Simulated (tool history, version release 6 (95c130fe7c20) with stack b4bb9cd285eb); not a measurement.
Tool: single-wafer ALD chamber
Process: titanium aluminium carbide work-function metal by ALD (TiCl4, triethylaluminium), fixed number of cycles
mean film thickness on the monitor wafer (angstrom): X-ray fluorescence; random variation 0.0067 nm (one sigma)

run	hour	heater temperature setpoint (K)	triethylaluminium pulse time (s)	mean film thickness on the monitor wafer (angstrom)
1	0	563.15	7.29	14.535
2	1	560.15	7.13	14.54
3	9.5	570.15	7.13	14.95
4	11.8	565.15	6.79	14.518
5	12.7	565.15	7.61	15.093
# hour 16.9: triethylaluminium bottle replaced
6	16.9	565.15	6.19	15.457
7	18.8	561.15	6.73	15.544

The next listed run, before its measurement:
8	26.1	566.15	7.23	?

{"run 8": {"mean film thickness on the monitor wafer (angstrom)": 16.086}}

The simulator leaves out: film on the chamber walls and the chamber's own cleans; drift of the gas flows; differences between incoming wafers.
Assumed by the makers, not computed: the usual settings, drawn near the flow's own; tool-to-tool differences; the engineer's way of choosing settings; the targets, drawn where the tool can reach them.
